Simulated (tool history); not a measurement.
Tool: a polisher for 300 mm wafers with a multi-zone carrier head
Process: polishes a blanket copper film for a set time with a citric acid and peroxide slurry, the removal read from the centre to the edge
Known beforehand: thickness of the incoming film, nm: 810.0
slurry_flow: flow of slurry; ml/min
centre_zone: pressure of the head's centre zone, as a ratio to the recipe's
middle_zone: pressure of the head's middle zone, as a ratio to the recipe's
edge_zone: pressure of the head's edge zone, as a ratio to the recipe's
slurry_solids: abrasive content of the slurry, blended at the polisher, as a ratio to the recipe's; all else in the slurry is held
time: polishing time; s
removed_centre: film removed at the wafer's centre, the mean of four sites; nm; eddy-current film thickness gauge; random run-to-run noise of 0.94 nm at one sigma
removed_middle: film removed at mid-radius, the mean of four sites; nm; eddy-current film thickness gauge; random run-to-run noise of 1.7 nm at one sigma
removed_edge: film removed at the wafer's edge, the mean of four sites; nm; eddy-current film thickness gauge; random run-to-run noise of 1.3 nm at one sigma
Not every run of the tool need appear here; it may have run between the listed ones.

Run 1, hour 0.0: slurry_flow 265 ml/min, centre_zone 1.00, middle_zone 1.00, edge_zone 1.00, slurry_solids 1.00, time 84 s. Result: removed_centre 165.880 nm, removed_middle 186.560 nm, removed_edge 186.75 nm.
Run 2, hour 6.0: slurry_flow 265 ml/min, centre_zone 1.01, middle_zone 0.99, edge_zone 0.98, slurry_solids 0.95, time 79 s. Result: removed_centre 158.550 nm, removed_middle 175.520 nm, removed_edge 170.16 nm.
Run 3, hour 11.9: slurry_flow 265 ml/min, centre_zone 1.01, middle_zone 0.99, edge_zone 1.05, slurry_solids 0.95, time 79 s. Result: removed_centre 159.860 nm, removed_middle 169.940 nm, removed_edge 181.76 nm.
Run 4, hour 16.9: slurry_flow 265 ml/min, centre_zone 1.01, middle_zone 0.99, edge_zone 1.05, slurry_solids 1.05, time 79 s. Result: removed_centre 160.540 nm, removed_middle 175.550 nm, removed_edge 182.39 nm.
Run 5, hour 21.5: slurry_flow 225 ml/min, centre_zone 1.01, middle_zone 0.99, edge_zone 1.05, slurry_solids 1.05, time 79 s. Result: removed_centre 161.090 nm, removed_middle 168.780 nm, removed_edge 179.22 nm.
Run 6, hour 23.6: slurry_flow 225 ml/min, centre_zone 1.01, middle_zone 0.99, edge_zone 1.05, slurry_solids 1.05, time 87 s. Result: removed_centre 176.380 nm, removed_middle 190.810 nm, removed_edge 202.76 nm.
Run 7, hour 27.4: slurry_flow 220 ml/min, centre_zone 1.00, middle_zone 0.98, edge_zone 1.02, slurry_solids 0.95, time 83 s. Result: removed_centre 161.980 nm, removed_middle 174.790 nm, removed_edge 181.54 nm.
Run 8, hour 33.1: slurry_flow 215 ml/min, centre_zone 0.99, middle_zone 0.96, edge_zone 1.00, slurry_solids 0.90, time 80 s. Result: removed_centre 149.580 nm, removed_middle 163.850 nm, removed_edge 173.71 nm.
Run 9, hour 34.8: slurry_flow 215 ml/min, centre_zone 1.00, middle_zone 0.96, edge_zone 0.98, slurry_solids 0.85, time 76 s. Result: removed_centre 143.810 nm, removed_middle 153.540 nm, removed_edge 159.99 nm.
Run 10, hour 38.9: slurry_flow 215 ml/min, centre_zone 1.00, middle_zone 0.96, edge_zone 0.98, slurry_solids 0.85, time 76 s. Result: removed_centre 144.000 nm, removed_middle 152.250 nm, removed_edge 159.88 nm.
At hour 47.1: centre zone pressure recalibrated.
Run 11, hour 47.1: slurry_flow 215 ml/min, centre_zone 1.00, middle_zone 0.96, edge_zone 0.96, slurry_solids 0.80, time 73 s. Result: removed_centre 147.250 nm, removed_middle 144.920 nm, removed_edge 147.74 nm.
Run 12, hour 54.0: slurry_flow 200 ml/min, centre_zone 0.90, middle_zone 0.96, edge_zone 0.95, slurry_solids 0.55, time 54 s. Result: removed_centre 93.317 nm, removed_middle 97.940 nm, removed_edge 103.76 nm.
Run 13, hour 54.6: slurry_flow 210 ml/min, centre_zone 0.91, middle_zone 0.97, edge_zone 0.95, slurry_solids 0.55, time 54 s. Result: removed_centre 93.699 nm, removed_middle 97.534 nm, removed_edge 100.83 nm.

Run 14 is up next; what results do you expect?
Run 14, hour 62.6: slurry_flow 210 ml/min, centre_zone 0.92, middle_zone 0.98, edge_zone 0.95, slurry_solids 0.60, time 54 s. Result: removed_centre ?, removed_middle ?, removed_edge ?.

{"run 14": {"removed_centre": 94.98, "removed_middle": 101.94, "removed_edge": 103.7}}

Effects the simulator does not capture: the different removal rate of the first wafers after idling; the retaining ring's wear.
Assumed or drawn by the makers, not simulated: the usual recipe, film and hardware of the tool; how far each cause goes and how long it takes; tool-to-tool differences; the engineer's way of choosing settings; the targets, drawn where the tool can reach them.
